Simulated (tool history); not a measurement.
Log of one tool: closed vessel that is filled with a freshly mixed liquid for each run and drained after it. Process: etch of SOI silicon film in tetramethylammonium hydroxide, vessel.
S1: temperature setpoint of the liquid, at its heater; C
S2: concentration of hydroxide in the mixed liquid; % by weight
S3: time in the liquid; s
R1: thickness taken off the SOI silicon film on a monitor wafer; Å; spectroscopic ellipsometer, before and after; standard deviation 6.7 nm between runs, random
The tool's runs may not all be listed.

run    day    S1   S2   S3      R1
  1      0    69  9.5  100  6472.1
  2  0.129  66.5  9.5  100  5661.6
  3  0.233    68  9.5  100  6138.2
  4  0.562    69  9.5  100  6532.4
     0.921  -- hydroxide flow meter replaced
  5  0.921    70  9.5  100  7039.2
  6  1.279    71  9.5  100  7498.3

Predict the results of run 7:
  7  1.379  71.5  9.5  100   ?

R1: 7717.9 Å
